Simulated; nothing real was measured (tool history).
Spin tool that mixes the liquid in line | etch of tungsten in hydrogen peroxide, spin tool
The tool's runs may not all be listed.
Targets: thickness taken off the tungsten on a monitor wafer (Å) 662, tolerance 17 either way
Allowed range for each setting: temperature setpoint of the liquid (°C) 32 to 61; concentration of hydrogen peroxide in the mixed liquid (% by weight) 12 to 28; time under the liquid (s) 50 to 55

run,hour,temperature setpoint of the liquid (°C),concentration of hydrogen peroxide in the mixed liquid (% by weight),time under the liquid (s),thickness taken off the tungsten on a monitor wafer (Å)
1,0,45,19,50,354.23
2,2.7,48,19,50,420.59
3,9,48,19,55,471.65
4,16.9,50,19,55,532.53
5,23.7,51,19,55,552.99
6,26.5,51,19,50,508.11
# hour 33.1: peroxide flow meter replaced
7,33.1,52.5,19,50,591.84
8,40,53,19,50,601.99
9,43.4,53,19,50,605.21
10,49.8,53.5,19,50,622.86
11,56.7,53.5,19,50,623.84
12,64.8,54,19,50,643.06

Below are 5 possible settings for the next run. Only one of them brings all results inside the allowed miss of their targets. Which is it?
A,72.9,54,18.5,50,?
B,72.9,53,19,50,?
C,72.9,54.5,16,55,?
D,72.9,51.5,20.5,55,?
E,72.9,52.5,21,50,?

move,thickness taken off the tungsten on a monitor wafer (Å)
A,628.91
B,600.35
C,662.8
D,626.65
E,612.47
A: the biggest miss grows against the last run
B: the biggest miss grows against the last run
C: meets every target
D: the biggest miss grows against the last run
E: the biggest miss grows against the last run
C is the move that brings every result within its allowed miss.

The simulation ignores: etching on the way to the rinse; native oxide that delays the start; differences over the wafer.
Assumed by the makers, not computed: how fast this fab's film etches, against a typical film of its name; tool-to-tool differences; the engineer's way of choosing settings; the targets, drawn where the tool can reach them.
